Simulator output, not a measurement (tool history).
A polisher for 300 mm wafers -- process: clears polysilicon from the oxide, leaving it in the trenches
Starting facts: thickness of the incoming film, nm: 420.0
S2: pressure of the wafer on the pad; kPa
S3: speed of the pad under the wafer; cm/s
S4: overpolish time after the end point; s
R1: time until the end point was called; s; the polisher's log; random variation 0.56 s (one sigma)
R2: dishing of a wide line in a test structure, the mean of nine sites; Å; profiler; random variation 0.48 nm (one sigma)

Run 1, hour 0.0: flow of slurry (ml/min) 255, S2 17.9 kPa, S3 78 cm/s, S4 21 s. Result: R1 40.095 s, R2 460.87 Å.
Run 2, hour 4.4: flow of slurry (ml/min) 255, S2 17.9 kPa, S3 78 cm/s, S4 29 s. Result: R1 39.887 s, R2 467.07 Å.
Run 3, hour 7.2: flow of slurry (ml/min) 255, S2 17.9 kPa, S3 86 cm/s, S4 29 s. Result: R1 37.312 s, R2 480.91 Å.
Run 4, hour 11.8: flow of slurry (ml/min) 255, S2 17.9 kPa, S3 86 cm/s, S4 32 s. Result: R1 36.596 s, R2 468.68 Å.
Run 5, hour 12.8: flow of slurry (ml/min) 265, S2 17.2 kPa, S3 84 cm/s, S4 34 s. Result: R1 38.633 s, R2 472.41 Å.
Run 6, hour 21.7: flow of slurry (ml/min) 265, S2 19.3 kPa, S3 84 cm/s, S4 34 s. Result: R1 35.421 s, R2 473.32 Å.
Run 7, hour 28.8: flow of slurry (ml/min) 280, S2 17.9 kPa, S3 82 cm/s, S4 30 s. Result: R1 37.488 s, R2 473.82 Å.
Run 8, hour 36.6: flow of slurry (ml/min) 255, S2 17.2 kPa, S3 80 cm/s, S4 28 s. Result: R1 40.755 s, R2 468.91 Å.
Run 9, hour 37.3: flow of slurry (ml/min) 250, S2 16.5 kPa, S3 78 cm/s, S4 24 s. Result: R1 42.453 s, R2 469.43 Å.
Run 10, hour 39.3: flow of slurry (ml/min) 255, S2 16.5 kPa, S3 74 cm/s, S4 21 s. Result: R1 45.554 s, R2 470.51 Å.
Run 11, hour 47.9: flow of slurry (ml/min) 235, S2 16.5 kPa, S3 72 cm/s, S4 18 s. Result: R1 46.839 s, R2 463.23 Å.
Run 12, hour 53.3: flow of slurry (ml/min) 225, S2 16.5 kPa, S3 70 cm/s, S4 16 s. Result: R1 47.745 s, R2 459.09 Å.
Run 13, hour 62.3: flow of slurry (ml/min) 215, S2 16.5 kPa, S3 70 cm/s, S4 14 s. Result: R1 47.972 s, R2 450.29 Å.
Run 14, hour 67.6: flow of slurry (ml/min) 205, S2 15.2 kPa, S3 70 cm/s, S4 11 s. Result: R1 53.405 s, R2 413.92 Å.
Run 15, hour 70.4: flow of slurry (ml/min) 215, S2 15.2 kPa, S3 70 cm/s, S4 11 s. Result: R1 51.584 s, R2 417.73 Å.
Run 16, hour 76.6: flow of slurry (ml/min) 285, S2 13.8 kPa, S3 70 cm/s, S4 21 s. Result: R1 54.546 s, R2 462.61 Å.
Run 17, hour 78.1: flow of slurry (ml/min) 275, S2 13.8 kPa, S3 70 cm/s, S4 20 s. Result: R1 55.102 s, R2 455.93 Å.
Run 18, hour 82.6: flow of slurry (ml/min) 270, S2 13.8 kPa, S3 70 cm/s, S4 19 s. Result: R1 55.611 s, R2 464.88 Å.
Run 19, hour 88.5: flow of slurry (ml/min) 260, S2 13.8 kPa, S3 70 cm/s, S4 18 s. Result: R1 54.673 s, R2 451.61 Å.
Run 20, hour 92.2: flow of slurry (ml/min) 255, S2 13.8 kPa, S3 70 cm/s, S4 18 s. Result: R1 54.955 s, R2 457.89 Å.
Run 21, hour 95.5: flow of slurry (ml/min) 250, S2 13.8 kPa, S3 70 cm/s, S4 17 s. Result: R1 55.732 s, R2 454.29 Å.
Run 22, hour 100.4: flow of slurry (ml/min) 250, S2 13.8 kPa, S3 70 cm/s, S4 17 s. Result: R1 55.625 s, R2 456.66 Å.
Run 23, hour 105.6: flow of slurry (ml/min) 245, S2 13.8 kPa, S3 70 cm/s, S4 16 s. Result: R1 55.021 s, R2 458.71 Å.

Forecast run 24:
Run 24, hour 111.9: flow of slurry (ml/min) 245, S2 13.8 kPa, S3 70 cm/s, S4 15 s. Result: R1 ?, R2 ?.

{"run 24": {"R1": 55.099, "R2": 441.95}}
